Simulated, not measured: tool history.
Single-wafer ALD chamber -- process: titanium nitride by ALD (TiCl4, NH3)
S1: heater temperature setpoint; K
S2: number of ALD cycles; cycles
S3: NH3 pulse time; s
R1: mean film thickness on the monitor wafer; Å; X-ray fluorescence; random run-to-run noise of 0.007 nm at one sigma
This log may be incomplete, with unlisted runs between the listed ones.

| run | hour | S1 | S2 | S3 | R1 |
|---|---|---|---|---|---|
| 1 | 0 | 648.15 | 151 | 1.67 | 31.915 |
| 2 | 5.6 | 652.15 | 151 | 1.67 | 32.247 |
| 3 | 12.5 | 652.15 | 151 | 1.67 | 32.194 |
| 4 | 15.1 | 652.15 | 155 | 1.67 | 33.164 |
| 5 | 24.3 | 657.15 | 155 | 1.67 | 33.202 |
| 6 | 33.1 | 653.15 | 154 | 1.53 | 32.724 |
| 7 | 34 | 650.15 | 154 | 1.41 | 32.261 |

Run 8 is up next; what results do you expect?
| 8 | 40.3 | 649.15 | 154 | 1.33 | ? |

{"run 8": {"R1": 31.962}}

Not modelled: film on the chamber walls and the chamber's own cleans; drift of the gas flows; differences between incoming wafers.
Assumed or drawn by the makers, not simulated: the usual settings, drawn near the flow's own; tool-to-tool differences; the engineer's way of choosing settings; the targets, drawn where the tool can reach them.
